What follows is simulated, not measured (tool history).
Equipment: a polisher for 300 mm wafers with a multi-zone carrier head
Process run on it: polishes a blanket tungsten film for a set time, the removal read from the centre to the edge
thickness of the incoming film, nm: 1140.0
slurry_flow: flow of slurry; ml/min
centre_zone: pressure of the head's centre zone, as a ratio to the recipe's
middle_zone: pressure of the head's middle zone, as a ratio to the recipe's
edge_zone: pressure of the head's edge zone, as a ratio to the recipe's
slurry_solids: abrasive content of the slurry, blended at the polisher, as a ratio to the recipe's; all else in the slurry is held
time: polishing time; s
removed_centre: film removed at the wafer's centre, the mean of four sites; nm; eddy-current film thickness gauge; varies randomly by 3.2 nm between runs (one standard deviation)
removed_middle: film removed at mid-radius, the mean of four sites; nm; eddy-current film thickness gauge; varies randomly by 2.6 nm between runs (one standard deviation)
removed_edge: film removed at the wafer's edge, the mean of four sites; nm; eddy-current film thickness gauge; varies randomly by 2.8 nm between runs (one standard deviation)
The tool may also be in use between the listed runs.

{"run": 1, "hour": 0.0, "slurry_flow": 120, "centre_zone": 1, "middle_zone": 1, "edge_zone": 1, "slurry_solids": 1, "time": 76, "removed_centre": 293.93, "removed_middle": 285.33, "removed_edge": 295.93}
{"run": 2, "hour": 7.4, "slurry_flow": 120, "centre_zone": 1, "middle_zone": 1.05, "edge_zone": 1, "slurry_solids": 1, "time": 76, "removed_centre": 295.88, "removed_middle": 302.25, "removed_edge": 294.31}
{"run": 3, "hour": 10.0, "slurry_flow": 105, "centre_zone": 1, "middle_zone": 1.05, "edge_zone": 1, "slurry_solids": 1, "time": 76, "removed_centre": 285.05, "removed_middle": 295.82, "removed_edge": 291.79}
{"run": 4, "hour": 15.0, "slurry_flow": 105, "centre_zone": 1, "middle_zone": 1.02, "edge_zone": 1, "slurry_solids": 1, "time": 76, "removed_centre": 286.87, "removed_middle": 293.12, "removed_edge": 290.34}
{"run": 5, "hour": 21.9, "slurry_flow": 105, "centre_zone": 1, "middle_zone": 0.97, "edge_zone": 1, "slurry_solids": 1, "time": 76, "removed_centre": 287.58, "removed_middle": 273.62, "removed_edge": 292.84}
{"run": 6, "hour": 22.8, "slurry_flow": 105, "centre_zone": 1, "middle_zone": 0.97, "edge_zone": 1.05, "slurry_solids": 1, "time": 76, "removed_centre": 287, "removed_middle": 277.54, "removed_edge": 299.81}
{"run": 7, "hour": 26.4, "slurry_flow": 105, "centre_zone": 1, "middle_zone": 0.95, "edge_zone": 1.01, "slurry_solids": 0.85, "time": 75, "removed_centre": 273.6, "removed_middle": 255.83, "removed_edge": 283.12}
{"run": 8, "hour": 28.8, "slurry_flow": 105, "centre_zone": 1, "middle_zone": 0.95, "edge_zone": 1.01, "slurry_solids": 0.85, "time": 75, "removed_centre": 271.21, "removed_middle": 258.53, "removed_edge": 277.47}
{"run": 9, "hour": 33.8, "slurry_flow": 105, "centre_zone": 1, "middle_zone": 0.93, "edge_zone": 0.98, "slurry_solids": 0.8, "time": 75, "removed_centre": 268.15, "removed_middle": 249.38, "removed_edge": 268.19}

For run 10, what comes out?
{"run": 10, "hour": 40.5, "slurry_flow": 100, "centre_zone": 0.99, "middle_zone": 0.91, "edge_zone": 0.96, "slurry_solids": 0.75, "time": 75, "removed_centre": "?", "removed_middle": "?", "removed_edge": "?"}

For run 10 the tool returned removed_centre 257.51 nm, removed_middle 239.31 nm, removed_edge 259.85 nm.
